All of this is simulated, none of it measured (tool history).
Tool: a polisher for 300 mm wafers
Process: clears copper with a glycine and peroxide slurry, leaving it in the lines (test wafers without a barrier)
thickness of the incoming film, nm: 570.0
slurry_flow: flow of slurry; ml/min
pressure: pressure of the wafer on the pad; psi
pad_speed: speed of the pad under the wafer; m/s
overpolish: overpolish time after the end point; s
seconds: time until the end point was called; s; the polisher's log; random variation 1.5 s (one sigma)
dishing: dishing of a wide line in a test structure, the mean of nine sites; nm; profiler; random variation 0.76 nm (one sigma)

run	hour	slurry_flow	pressure	pad_speed	overpolish	seconds	dishing
1	0.0	235	2.5	0.90	24	99.002	72.965
2	8.3	235	2.2	0.90	22	108.930	63.373
3	17.3	235	1.9	0.90	21	126.290	57.564
4	25.5	235	2.2	0.90	21	109.230	63.150
5	26.6	235	1.6	0.90	21	139.920	52.344
6	31.7	235	1.6	0.74	21	154.730	49.467
7	39.1	240	1.9	0.76	15	135.210	41.500
8	41.2	240	1.9	0.76	16	134.280	44.944

The next listed run, before its measurement:
9	48.5	240	1.9	0.76	17	?	?

seconds: 133.160 s
dishing: 46.235 nm

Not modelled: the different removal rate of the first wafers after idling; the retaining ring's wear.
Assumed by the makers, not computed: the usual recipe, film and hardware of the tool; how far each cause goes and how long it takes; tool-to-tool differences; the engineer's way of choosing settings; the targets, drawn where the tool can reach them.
